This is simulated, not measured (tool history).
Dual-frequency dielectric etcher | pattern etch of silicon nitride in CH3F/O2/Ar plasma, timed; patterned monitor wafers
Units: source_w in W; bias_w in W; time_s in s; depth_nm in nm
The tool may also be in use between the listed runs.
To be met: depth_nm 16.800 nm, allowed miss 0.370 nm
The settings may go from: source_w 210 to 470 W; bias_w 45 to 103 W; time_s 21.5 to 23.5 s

| run | hour | source_w | bias_w | time_s | depth_nm |
|---|---|---|---|---|---|
| 1 | 0.0 | 340 | 74 | 23.5 | 14.921 |
| 2 | 2.9 | 340 | 79 | 23.5 | 15.371 |
| 3 | 7.4 | 340 | 79 | 23.5 | 15.224 |
| 4 | 16.0 | 400 | 79 | 23.5 | 16.385 |
| 5 | 17.0 | 380 | 79 | 23.5 | 16.023 |
| 6 | 23.6 | 380 | 79 | 23.5 | 15.963 |
| 7 | 32.1 | 390 | 80 | 23.5 | 16.320 |
| 8 | 33.6 | 400 | 80 | 23.5 | 16.274 |

Which of these 4 next moves meets every target?
| A | 35.1 | 380 | 80 | 23.5 | ? |
| B | 35.1 | 400 | 92 | 21.5 | ? |
| C | 35.1 | 430 | 84 | 22.0 | ? |
| D | 35.1 | 420 | 82 | 23.5 | ? |

| move | depth_nm |
|---|---|
| A | 15.940 |
| B | 15.620 |
| C | 15.914 |
| D | 16.707 |
A: further off than the last run
B: further off than the last run
C: further off than the last run
D: meets every target
The right move is D.
